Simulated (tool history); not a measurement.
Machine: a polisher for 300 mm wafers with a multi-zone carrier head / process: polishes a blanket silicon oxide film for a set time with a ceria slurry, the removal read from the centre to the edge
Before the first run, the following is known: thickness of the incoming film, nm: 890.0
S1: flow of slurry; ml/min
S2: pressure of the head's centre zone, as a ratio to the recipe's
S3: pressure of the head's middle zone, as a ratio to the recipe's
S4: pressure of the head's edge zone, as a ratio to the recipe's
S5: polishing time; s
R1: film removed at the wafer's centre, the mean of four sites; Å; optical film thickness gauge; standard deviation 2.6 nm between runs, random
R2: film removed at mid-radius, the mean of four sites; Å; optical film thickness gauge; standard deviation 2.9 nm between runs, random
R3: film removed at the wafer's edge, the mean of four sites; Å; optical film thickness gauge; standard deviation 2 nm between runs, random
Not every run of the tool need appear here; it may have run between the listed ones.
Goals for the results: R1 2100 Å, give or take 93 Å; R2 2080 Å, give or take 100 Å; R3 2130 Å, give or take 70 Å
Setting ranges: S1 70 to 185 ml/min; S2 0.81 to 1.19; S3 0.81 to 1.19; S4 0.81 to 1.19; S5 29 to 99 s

| run | hour | S1 | S2 | S3 | S4 | S5 | R1 | R2 | R3 |
|---|---|---|---|---|---|---|---|---|---|
| 1 | 0 | 120 | 1 | 1 | 1 | 64 | 2681.9 | 2668.9 | 2743.4 |
| 2 | 2.5 | 120 | 1 | 0.96 | 1 | 64 | 2729.2 | 2624 | 2741.9 |
| 3 | 9.6 | 110 | 0.98 | 0.95 | 0.96 | 61 | 2466.9 | 2380.4 | 2533.5 |
| 4 | 11.7 | 105 | 0.98 | 0.96 | 0.92 | 59 | 2341.6 | 2299.3 | 2376.5 |
| 5 | 14.3 | 105 | 0.98 | 0.96 | 0.92 | 49 | 1996.4 | 1976.7 | 1996.8 |
| 6 | 22.2 | 105 | 0.91 | 0.96 | 0.92 | 49 | 1847.8 | 1916.4 | 2008.3 |
| 7 | 29.6 | 115 | 0.92 | 0.96 | 0.93 | 49 | 1919.1 | 2014.3 | 2034.5 |
| 8 | 37.4 | 130 | 0.97 | 0.91 | 0.97 | 50 | 2104.8 | 1998 | 2176.3 |

Exactly one of the 5 candidate moves below puts every result within its allowed miss. Which one?
| A | 45.2 | 130 | 0.96 | 0.85 | 1.02 | 51 | ? | ? | ? |
| B | 45.2 | 120 | 0.9 | 0.92 | 1.02 | 53 | ? | ? | ? |
| C | 45.2 | 150 | 0.95 | 0.84 | 1.01 | 48 | ? | ? | ? |
| D | 45.2 | 145 | 0.97 | 0.98 | 0.99 | 48 | ? | ? | ? |
| E | 45.2 | 155 | 0.95 | 0.86 | 0.98 | 48 | ? | ? | ? |

| move | R1 | R2 | R3 |
|---|---|---|---|
| A | 2153.8 | 1856.6 | 2257.5 |
| B | 2097.1 | 2023.4 | 2314.2 |
| C | 2079.4 | 1781.8 | 2160.1 |
| D | 2096.7 | 2011.9 | 2126.6 |
| E | 2094.1 | 1827.8 | 2140 |
A: further off than the last run
B: the furthest-off result lands on target, but another misses its tolerance
C: further off than the last run
D: hits every target within its allowed miss
E: further off than the last run
D is the move that brings every result within its allowed miss.
